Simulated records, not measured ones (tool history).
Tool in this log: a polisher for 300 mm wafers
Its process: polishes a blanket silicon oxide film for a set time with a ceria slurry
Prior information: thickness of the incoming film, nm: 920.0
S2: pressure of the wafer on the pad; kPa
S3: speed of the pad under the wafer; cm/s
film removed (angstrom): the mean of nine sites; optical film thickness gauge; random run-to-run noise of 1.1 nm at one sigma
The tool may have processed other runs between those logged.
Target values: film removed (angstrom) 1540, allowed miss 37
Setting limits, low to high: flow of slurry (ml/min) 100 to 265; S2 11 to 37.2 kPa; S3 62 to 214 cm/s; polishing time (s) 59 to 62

run 1 hour=0 | flow_of_slurry_(ml/min)=170 S2=24.1 S3=138 polishing_time_(s)=59 | film_removed_(angstrom)=3679.4
run 2 hour=4.3 | flow_of_slurry_(ml/min)=170 S2=21.4 S3=138 polishing_time_(s)=59 | film_removed_(angstrom)=3223.4
run 3 hour=7.3 | flow_of_slurry_(ml/min)=170 S2=17.9 S3=138 polishing_time_(s)=59 | film_removed_(angstrom)=2732.3
run 4 hour=9 | flow_of_slurry_(ml/min)=170 S2=17.9 S3=156 polishing_time_(s)=59 | film_removed_(angstrom)=3096.3
run 5 hour=14 | flow_of_slurry_(ml/min)=170 S2=17.9 S3=134 polishing_time_(s)=59 | film_removed_(angstrom)=2646.4
run 6 hour=20.9 | flow_of_slurry_(ml/min)=160 S2=15.9 S3=128 polishing_time_(s)=59 | film_removed_(angstrom)=2243.3
run 7 hour=22.3 | flow_of_slurry_(ml/min)=110 S2=11 S3=114 polishing_time_(s)=59 | film_removed_(angstrom)=1362.2
run 8 hour=28.1 | flow_of_slurry_(ml/min)=120 S2=11 S3=114 polishing_time_(s)=59 | film_removed_(angstrom)=1374.3
run 9 hour=29.5 | flow_of_slurry_(ml/min)=170 S2=13.1 S3=114 polishing_time_(s)=59 | film_removed_(angstrom)=1695.7

Below are 5 possible settings for the next run. Only one of them brings all results inside the allowed miss of their targets. Which is it?
run A hour=30.9 | flow_of_slurry_(ml/min)=155 S2=12.4 S3=112 polishing_time_(s)=59 | film_removed_(angstrom)=?
run B hour=30.9 | flow_of_slurry_(ml/min)=165 S2=11.7 S3=108 polishing_time_(s)=61 | film_removed_(angstrom)=?
run C hour=30.9 | flow_of_slurry_(ml/min)=180 S2=11.7 S3=102 polishing_time_(s)=62 | film_removed_(angstrom)=?
run D hour=30.9 | flow_of_slurry_(ml/min)=170 S2=12.4 S3=104 polishing_time_(s)=59 | film_removed_(angstrom)=?
run E hour=30.9 | flow_of_slurry_(ml/min)=150 S2=16.5 S3=76 polishing_time_(s)=62 | film_removed_(angstrom)=?

move=A film_removed_(angstrom)=1552.9
move=B film_removed_(angstrom)=1478.9
move=C film_removed_(angstrom)=1435.9
move=D film_removed_(angstrom)=1460.4
move=E film_removed_(angstrom)=1475.5
A: meets every target
B: the result that was furthest off in the last run now lies on the other side of its target
C: the result that was furthest off in the last run now lies on the other side of its target
D: the result that was furthest off in the last run now lies on the other side of its target
E: the result that was furthest off in the last run now lies on the other side of its target
So the answer is move A, the one that meets all the targets.

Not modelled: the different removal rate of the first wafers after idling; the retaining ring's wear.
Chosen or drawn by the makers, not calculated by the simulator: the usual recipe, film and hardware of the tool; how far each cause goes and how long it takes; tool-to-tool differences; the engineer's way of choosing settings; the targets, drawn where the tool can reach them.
